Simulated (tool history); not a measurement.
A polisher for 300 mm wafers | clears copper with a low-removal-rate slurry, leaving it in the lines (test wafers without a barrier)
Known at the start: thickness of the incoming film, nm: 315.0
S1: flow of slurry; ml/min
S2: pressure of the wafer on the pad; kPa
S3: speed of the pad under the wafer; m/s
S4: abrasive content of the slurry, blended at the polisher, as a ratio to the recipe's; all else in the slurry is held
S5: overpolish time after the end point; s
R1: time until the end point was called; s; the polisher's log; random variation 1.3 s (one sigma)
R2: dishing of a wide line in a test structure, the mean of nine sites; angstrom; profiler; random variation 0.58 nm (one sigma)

| run | day | S1 | S2 | S3 | S4 | S5 | R1 | R2 |
|---|---|---|---|---|---|---|---|---|
| 1 | 0.000 | 130 | 20.0 | 0.88 | 1.00 | 18 | 131.46 | 241.06 |
| 2 | 0.033 | 110 | 20.0 | 0.88 | 1.00 | 18 | 137.18 | 233.41 |
| 3 | 0.067 | 110 | 20.0 | 0.88 | 1.00 | 23 | 139.48 | 265.20 |
| 4 | 0.162 | 110 | 20.0 | 0.88 | 1.15 | 23 | 129.82 | 277.56 |
| 5 | 0.346 | 115 | 20.7 | 0.88 | 1.15 | 22 | 127.51 | 263.98 |
| 6 | 0.417 | 120 | 21.4 | 0.88 | 1.15 | 21 | 121.79 | 273.44 |
| 7 | 0.750 | 125 | 22.1 | 0.88 | 1.15 | 20 | 115.86 | 271.06 |

Forecast run 8:
| 8 | 0.875 | 130 | 22.8 | 0.88 | 1.15 | 19 | ? | ? |

{"run 8": {"R1": 113.21, "R2": 264.78}}
